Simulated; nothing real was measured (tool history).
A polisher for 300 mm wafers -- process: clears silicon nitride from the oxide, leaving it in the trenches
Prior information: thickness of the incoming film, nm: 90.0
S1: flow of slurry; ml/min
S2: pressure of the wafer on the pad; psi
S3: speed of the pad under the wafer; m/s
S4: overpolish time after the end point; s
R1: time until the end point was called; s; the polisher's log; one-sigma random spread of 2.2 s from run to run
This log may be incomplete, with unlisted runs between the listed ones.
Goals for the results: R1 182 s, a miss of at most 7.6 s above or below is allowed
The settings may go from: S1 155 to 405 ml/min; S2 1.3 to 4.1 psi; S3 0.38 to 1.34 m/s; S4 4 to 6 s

Run 1, hour 0: S1 260 ml/min, S2 2.7 psi, S3 0.86 m/s, S4 6 s. Result: R1 109.56 s.
Run 2, hour 5.9: S1 260 ml/min, S2 2.7 psi, S3 0.7 m/s, S4 6 s. Result: R1 124.66 s.
Run 3, hour 11: S1 215 ml/min, S2 2.7 psi, S3 0.7 m/s, S4 6 s. Result: R1 130.18 s.
Run 4, hour 19.6: S1 215 ml/min, S2 2.7 psi, S3 0.7 m/s, S4 4 s. Result: R1 128.15 s.
Run 5, hour 23.4: S1 215 ml/min, S2 2.5 psi, S3 0.7 m/s, S4 4 s. Result: R1 138.24 s.
Run 6, hour 25: S1 250 ml/min, S2 2.5 psi, S3 0.7 m/s, S4 4 s. Result: R1 133.96 s.
Run 7, hour 29: S1 245 ml/min, S2 2.3 psi, S3 0.7 m/s, S4 4 s. Result: R1 145.53 s.
Run 8, hour 31.3: S1 240 ml/min, S2 2.2 psi, S3 0.7 m/s, S4 4 s. Result: R1 152.35 s.
Run 9, hour 37.8: S1 235 ml/min, S2 2.1 psi, S3 0.7 m/s, S4 4 s. Result: R1 158.99 s.
Run 10, hour 39.6: S1 230 ml/min, S2 2 psi, S3 0.7 m/s, S4 4 s. Result: R1 172.25 s.
Run 11, hour 40.5: S1 225 ml/min, S2 2 psi, S3 0.7 m/s, S4 4 s. Result: R1 167.3 s.

Below are 4 possible settings for the next run. Only one of them brings all results inside the allowed miss of their targets. Which is it?
Run A, hour 41.4: S1 165 ml/min, S2 1.7 psi, S3 0.68 m/s, S4 4 s. Result: R1 ?.
Run B, hour 41.4: S1 195 ml/min, S2 2.2 psi, S3 0.5 m/s, S4 6 s. Result: R1 ?.
Run C, hour 41.4: S1 295 ml/min, S2 1.9 psi, S3 0.54 m/s, S4 6 s. Result: R1 ?.
Run D, hour 41.4: S1 195 ml/min, S2 1.9 psi, S3 0.68 m/s, S4 6 s. Result: R1 ?.

move      R1
   A  208.84
   B   201.6
   C  208.04
   D  184.85
A: pushes the last run's worst result past its target
B: pushes the last run's worst result past its target
C: pushes the last run's worst result past its target
D: every result within its allowed miss
So the answer is move D, the one that meets all the targets.

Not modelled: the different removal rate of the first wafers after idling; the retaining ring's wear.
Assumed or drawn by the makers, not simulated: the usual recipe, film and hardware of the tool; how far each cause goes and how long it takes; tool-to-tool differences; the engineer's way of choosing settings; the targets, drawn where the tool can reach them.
